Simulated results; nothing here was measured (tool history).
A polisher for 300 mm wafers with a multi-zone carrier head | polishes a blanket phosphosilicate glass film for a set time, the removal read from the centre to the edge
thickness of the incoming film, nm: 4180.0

run  hour  flow of slurry (ml/min)  pressure of the head's centre zone  pressure of the head's middle zone  pressure of the head's edge zone  abrasive content of the slurry  polishing time (s)  film removed at the wafer's centre (Å)  film removed at mid-radius (Å)  film removed at the wafer's edge (Å)
  1   0.0                      165                                1.00                                1.00                              1.00                            1.00                  58                                  4947.8                          5028.6                                4833.7
  2   8.6                      165                                1.00                                1.00                              1.00                            1.00                  71                                  5986.7                          6097.4                                6081.9
  3  16.0                      160                                0.99                                1.00                              0.99                            0.95                  70                                  5833.5                          5857.3                                5690.6
  4  22.2                      160                                0.99                                1.00                              1.04                            0.95                  70                                  5794.3                          5858.8                                5856.9
  5  25.4                      160                                1.06                                1.00                              1.04                            0.95                  70                                  6262.5                          5912.9                                5937.4
  6  28.6                      160                                1.06                                0.94                              1.04                            0.95                  70                                  6281.4                          5547.0                                5959.9

The next listed run, before its measurement:
  7  30.2                      160                                1.06                                0.94                              1.04                            0.95                  70                                       ?                               ?                                     ?

Run 7 gave film removed at the wafer's centre (Å) 6217.7, film removed at mid-radius (Å) 5538.3, film removed at the wafer's edge (Å) 5824.3.
